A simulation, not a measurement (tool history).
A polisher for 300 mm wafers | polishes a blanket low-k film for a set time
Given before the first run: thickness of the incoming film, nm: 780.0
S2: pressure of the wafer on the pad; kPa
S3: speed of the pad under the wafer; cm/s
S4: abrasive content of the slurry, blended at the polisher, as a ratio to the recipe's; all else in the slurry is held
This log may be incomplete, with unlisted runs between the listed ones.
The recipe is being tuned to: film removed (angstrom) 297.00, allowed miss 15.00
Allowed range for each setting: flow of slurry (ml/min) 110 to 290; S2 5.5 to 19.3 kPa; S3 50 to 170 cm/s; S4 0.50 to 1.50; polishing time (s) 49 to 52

run 1 hour=0.0 | flow_of_slurry_(ml/min)=185 S2=12.4 S3=110 S4=1.00 polishing_time_(s)=49 | film_removed_(angstrom)=238.15
run 2 hour=7.6 | flow_of_slurry_(ml/min)=165 S2=12.4 S3=110 S4=1.00 polishing_time_(s)=49 | film_removed_(angstrom)=233.11
run 3 hour=11.8 | flow_of_slurry_(ml/min)=165 S2=12.4 S3=110 S4=1.20 polishing_time_(s)=49 | film_removed_(angstrom)=246.78
run 4 hour=20.4 | flow_of_slurry_(ml/min)=165 S2=13.1 S3=110 S4=1.20 polishing_time_(s)=49 | film_removed_(angstrom)=261.91
run 5 hour=22.0 | flow_of_slurry_(ml/min)=145 S2=13.1 S3=110 S4=1.20 polishing_time_(s)=49 | film_removed_(angstrom)=254.00
run 6 hour=29.7 | flow_of_slurry_(ml/min)=150 S2=13.1 S3=110 S4=1.20 polishing_time_(s)=49 | film_removed_(angstrom)=256.33
run 7 hour=35.8 | flow_of_slurry_(ml/min)=150 S2=13.1 S3=110 S4=1.20 polishing_time_(s)=49 | film_removed_(angstrom)=255.66
run 8 hour=39.5 | flow_of_slurry_(ml/min)=155 S2=13.1 S3=110 S4=1.20 polishing_time_(s)=49 | film_removed_(angstrom)=264.20
run 9 hour=41.8 | flow_of_slurry_(ml/min)=160 S2=13.1 S3=110 S4=1.20 polishing_time_(s)=49 | film_removed_(angstrom)=269.98
run 10 hour=50.8 | flow_of_slurry_(ml/min)=165 S2=13.1 S3=110 S4=1.20 polishing_time_(s)=49 | film_removed_(angstrom)=262.09
run 11 hour=51.5 | flow_of_slurry_(ml/min)=170 S2=13.8 S3=110 S4=1.20 polishing_time_(s)=49 | film_removed_(angstrom)=277.06

5 next moves are on the table. One of them brings every result within its allowed miss. Which?
run A hour=52.2 | flow_of_slurry_(ml/min)=165 S2=14.5 S3=102 S4=0.90 polishing_time_(s)=52 | film_removed_(angstrom)=?
run B hour=52.2 | flow_of_slurry_(ml/min)=135 S2=14.5 S3=100 S4=1.20 polishing_time_(s)=51 | film_removed_(angstrom)=?
run C hour=52.2 | flow_of_slurry_(ml/min)=155 S2=15.2 S3=96 S4=1.10 polishing_time_(s)=49 | film_removed_(angstrom)=?
run D hour=52.2 | flow_of_slurry_(ml/min)=190 S2=13.8 S3=104 S4=1.10 polishing_time_(s)=51 | film_removed_(angstrom)=?
run E hour=52.2 | flow_of_slurry_(ml/min)=205 S2=14.5 S3=106 S4=1.15 polishing_time_(s)=51 | film_removed_(angstrom)=?

move=A film_removed_(angstrom)=261.14
move=B film_removed_(angstrom)=272.94
move=C film_removed_(angstrom)=262.09
move=D film_removed_(angstrom)=271.42
move=E film_removed_(angstrom)=296.02
A: further off than the last run
B: further off than the last run
C: further off than the last run
D: further off than the last run
E: every result within its allowed miss
E is the move that brings every result within its allowed miss.
